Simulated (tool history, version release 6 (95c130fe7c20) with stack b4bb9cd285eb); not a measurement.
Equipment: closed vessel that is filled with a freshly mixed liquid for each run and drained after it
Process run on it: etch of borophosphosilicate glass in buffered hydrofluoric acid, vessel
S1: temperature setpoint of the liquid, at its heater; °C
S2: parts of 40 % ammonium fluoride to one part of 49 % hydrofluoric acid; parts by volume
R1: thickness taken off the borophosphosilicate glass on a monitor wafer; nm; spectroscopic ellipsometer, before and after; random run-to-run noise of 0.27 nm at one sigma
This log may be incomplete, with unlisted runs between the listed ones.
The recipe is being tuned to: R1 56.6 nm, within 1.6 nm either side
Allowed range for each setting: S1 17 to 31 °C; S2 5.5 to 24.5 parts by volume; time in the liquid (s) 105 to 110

run 1 hour=0 | S1=23 S2=15 time_in_the_liquid_(s)=105 | R1=92.417
run 2 hour=5.4 | S1=23 S2=15 time_in_the_liquid_(s)=110 | R1=96.495
run 3 hour=11.3 | S1=23 S2=13 time_in_the_liquid_(s)=110 | R1=109.55
run 4 hour=16.6 | S1=22.5 S2=13.5 time_in_the_liquid_(s)=110 | R1=103.85
run 5 hour=22.3 | S1=22.5 S2=13.5 time_in_the_liquid_(s)=105 | R1=98.901
run 6 hour=25.1 | S1=22 S2=14 time_in_the_liquid_(s)=105 | R1=93.082
run 7 hour=29.7 | S1=21.5 S2=14.5 time_in_the_liquid_(s)=105 | R1=87.565
run 8 hour=35.3 | S1=21 S2=15 time_in_the_liquid_(s)=105 | R1=82.303
run 9 hour=36.6 | S1=20.5 S2=15.5 time_in_the_liquid_(s)=105 | R1=77.739
run 10 hour=39.6 | S1=20 S2=16 time_in_the_liquid_(s)=105 | R1=72.937
run 11 hour=42.7 | S1=19.5 S2=16 time_in_the_liquid_(s)=105 | R1=71.152
run 12 hour=48.7 | S1=19 S2=16 time_in_the_liquid_(s)=105 | R1=68.604
run 13 hour=57.5 | S1=18 S2=17 time_in_the_liquid_(s)=105 | R1=62.3

Which one of the following 4 next-run settings gets every result inside its allowed miss? There is exactly one.
run A hour=66.3 | S1=18 S2=15.5 time_in_the_liquid_(s)=110 | R1=?
run B hour=66.3 | S1=20.5 S2=24.5 time_in_the_liquid_(s)=105 | R1=?
run C hour=66.3 | S1=19 S2=18 time_in_the_liquid_(s)=110 | R1=?
run D hour=66.3 | S1=18.5 S2=20 time_in_the_liquid_(s)=110 | R1=?

move=A R1=70.827
move=B R1=52.449
move=C R1=64.592
move=D R1=56.576
A: the biggest miss grows against the last run
B: the result that was furthest off in the last run now lies on the other side of its target
C: the biggest miss grows against the last run
D: all results in spec
D is the move that brings every result within its allowed miss.

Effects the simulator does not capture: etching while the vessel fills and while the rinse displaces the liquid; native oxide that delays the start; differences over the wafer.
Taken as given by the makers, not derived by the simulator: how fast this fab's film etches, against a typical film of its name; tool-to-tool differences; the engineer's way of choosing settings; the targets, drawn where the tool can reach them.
